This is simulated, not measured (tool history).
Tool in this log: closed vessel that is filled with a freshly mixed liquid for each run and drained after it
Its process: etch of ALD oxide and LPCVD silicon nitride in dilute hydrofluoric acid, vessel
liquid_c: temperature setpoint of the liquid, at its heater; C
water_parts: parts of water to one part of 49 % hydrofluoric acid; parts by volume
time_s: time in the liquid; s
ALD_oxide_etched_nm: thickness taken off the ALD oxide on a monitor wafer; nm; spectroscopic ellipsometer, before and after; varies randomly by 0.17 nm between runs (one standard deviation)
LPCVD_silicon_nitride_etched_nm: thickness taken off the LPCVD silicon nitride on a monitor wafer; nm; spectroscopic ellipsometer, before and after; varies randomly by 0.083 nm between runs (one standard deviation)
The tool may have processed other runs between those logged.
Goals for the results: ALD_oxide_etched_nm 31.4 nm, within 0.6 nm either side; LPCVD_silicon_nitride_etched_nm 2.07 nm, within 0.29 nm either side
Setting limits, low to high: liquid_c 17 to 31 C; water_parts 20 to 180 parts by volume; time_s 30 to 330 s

| run | hour | liquid_c | water_parts | time_s | ALD_oxide_etched_nm | LPCVD_silicon_nitride_etched_nm |
|---|---|---|---|---|---|---|
| 1 | 0 | 23 | 100 | 170 | 16.294 | 0.91682 |
| 2 | 5.1 | 23 | 100 | 110 | 10.425 | 0.53866 |
| 3 | 9.3 | 26.5 | 100 | 110 | 12.181 | 0.78595 |
| 4 | 16.5 | 27.5 | 80 | 110 | 16.047 | 0.94325 |
| 5 | 19 | 26 | 80 | 110 | 15.206 | 0.87176 |
| 6 | 19.7 | 27.5 | 65 | 110 | 20.257 | 1.201 |
| 7 | 26.7 | 28.5 | 60 | 110 | 22.859 | 1.3972 |
| 8 | 33.6 | 29 | 55 | 110 | 26.038 | 1.4369 |
| 9 | 41.6 | 29.5 | 55 | 110 | 26.611 | 1.4577 |

Which of these 4 next moves meets every target?
| A | 49.6 | 28 | 75 | 125 | ? | ? |
| B | 49.6 | 30.5 | 75 | 125 | ? | ? |
| C | 49.6 | 29 | 120 | 320 | ? | ? |
| D | 49.6 | 28.5 | 45 | 120 | ? | ? |

| move | ALD_oxide_etched_nm | LPCVD_silicon_nitride_etched_nm |
|---|---|---|
| A | 20.037 | 1.1511 |
| B | 22.066 | 1.3508 |
| C | 31.311 | 1.963 |
| D | 34.151 | 1.8924 |
A: lands further from the targets than the last run did
B: lands further from the targets than the last run did
C: hits every target within its allowed miss
D: moves the result that the last run missed by most past its target, out the other side
C meets every target.
